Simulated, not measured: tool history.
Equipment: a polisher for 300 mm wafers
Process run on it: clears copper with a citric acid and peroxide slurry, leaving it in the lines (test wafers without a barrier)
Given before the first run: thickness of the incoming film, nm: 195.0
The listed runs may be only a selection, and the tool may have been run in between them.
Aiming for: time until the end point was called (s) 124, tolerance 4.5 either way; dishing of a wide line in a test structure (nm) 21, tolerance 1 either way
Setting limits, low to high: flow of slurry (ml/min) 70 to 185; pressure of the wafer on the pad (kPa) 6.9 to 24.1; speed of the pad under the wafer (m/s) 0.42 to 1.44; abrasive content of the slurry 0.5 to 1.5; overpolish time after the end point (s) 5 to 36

run,hour,flow of slurry (ml/min),pressure of the wafer on the pad (kPa),speed of the pad under the wafer (m/s),abrasive content of the slurry,overpolish time after the end point (s),time until the end point was called (s),dishing of a wide line in a test structure (nm)
1,0,120,15.2,0.92,1,18,122.19,15.542
2,9,120,15.2,0.92,1,20,122.03,17.1
3,11.3,120,15.2,0.92,1,21,124.5,17.944
4,14.4,120,15.2,0.92,1,22,122.22,17.633
5,20.3,120,15.2,1.02,1,22,111.11,19.222
6,28.9,95,15.2,1.02,1,22,115.65,18.523
7,37.1,95,15.2,1.02,1,23,116.78,19.281
8,38.8,90,15.2,1.02,1,24,120.67,19.063
9,40.8,90,15.2,1.02,1,25,117.07,19.799
10,46.5,90,15.2,1.02,1,26,116.45,20.217

Of the 5 settings listed for the next run, only one would bring every result within its allowed miss of target. Which one?
A,52.2,110,12.4,1.3,1.25,22,?,?
B,52.2,75,15.9,1.14,0.95,24,?,?
C,52.2,95,13.8,1.3,0.7,20,?,?
D,52.2,80,14.5,1.02,1.15,29,?,?
E,52.2,120,14.5,1.1,0.95,26,?,?

move,time until the end point was called (s),dishing of a wide line in a test structure (nm)
A,103.56,19.767
B,106.38,20.827
C,107.1,18.4
D,122.93,21.26
E,108.6,21.419
A: misses by more than the last run did
B: misses by more than the last run did
C: misses by more than the last run did
D: meets every target
E: misses by more than the last run did
The right move is D.

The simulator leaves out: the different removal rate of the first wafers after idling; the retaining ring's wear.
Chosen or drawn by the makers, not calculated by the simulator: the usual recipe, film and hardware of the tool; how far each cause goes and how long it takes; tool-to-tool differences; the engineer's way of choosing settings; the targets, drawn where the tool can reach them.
